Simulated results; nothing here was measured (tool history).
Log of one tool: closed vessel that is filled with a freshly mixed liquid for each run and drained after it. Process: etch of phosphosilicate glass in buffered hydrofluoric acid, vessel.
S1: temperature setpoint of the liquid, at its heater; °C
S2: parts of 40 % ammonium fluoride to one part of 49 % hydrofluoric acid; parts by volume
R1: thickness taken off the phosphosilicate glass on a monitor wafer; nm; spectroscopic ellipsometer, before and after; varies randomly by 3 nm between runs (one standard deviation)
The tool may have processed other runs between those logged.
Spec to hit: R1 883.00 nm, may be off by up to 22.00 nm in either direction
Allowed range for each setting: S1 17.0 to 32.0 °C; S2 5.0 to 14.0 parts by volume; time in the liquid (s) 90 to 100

Run 1, day 0.000: S1 24.0 °C, S2 8.5 parts by volume, time in the liquid (s) 90. Result: R1 747.37 nm.
Run 2, day 0.333: S1 24.0 °C, S2 8.5 parts by volume, time in the liquid (s) 100. Result: R1 838.52 nm.
Run 3, day 0.375: S1 24.0 °C, S2 6.5 parts by volume, time in the liquid (s) 100. Result: R1 1091.80 nm.
Run 4, day 0.421: S1 23.5 °C, S2 6.5 parts by volume, time in the liquid (s) 100. Result: R1 1069.70 nm.
Run 5, day 0.692: S1 25.0 °C, S2 6.5 parts by volume, time in the liquid (s) 100. Result: R1 1156.50 nm.
Run 6, day 0.888: S1 25.0 °C, S2 7.5 parts by volume, time in the liquid (s) 100. Result: R1 1010.70 nm.
Run 7, day 0.962: S1 24.5 °C, S2 7.5 parts by volume, time in the liquid (s) 100. Result: R1 976.77 nm.
Run 8, day 1.254: S1 23.5 °C, S2 7.5 parts by volume, time in the liquid (s) 100. Result: R1 923.93 nm.

Which one of the following 4 next-run settings gets every result inside its allowed miss? There is exactly one.
Run A, day 1.546: S1 24.0 °C, S2 7.0 parts by volume, time in the liquid (s) 90. Result: R1 ?.
Run B, day 1.546: S1 25.5 °C, S2 8.0 parts by volume, time in the liquid (s) 100. Result: R1 ?.
Run C, day 1.546: S1 24.0 °C, S2 7.0 parts by volume, time in the liquid (s) 100. Result: R1 ?.
Run D, day 1.546: S1 24.0 °C, S2 8.0 parts by volume, time in the liquid (s) 100. Result: R1 ?.

move       R1
   A   918.94
   B   958.77
   C  1021.00
   D   883.90
A: an improvement on the last run, though not all results are within tolerance
B: moves away from the targets compared with the last run
C: moves away from the targets compared with the last run
D: all results in spec
Go with D: it meets all targets.
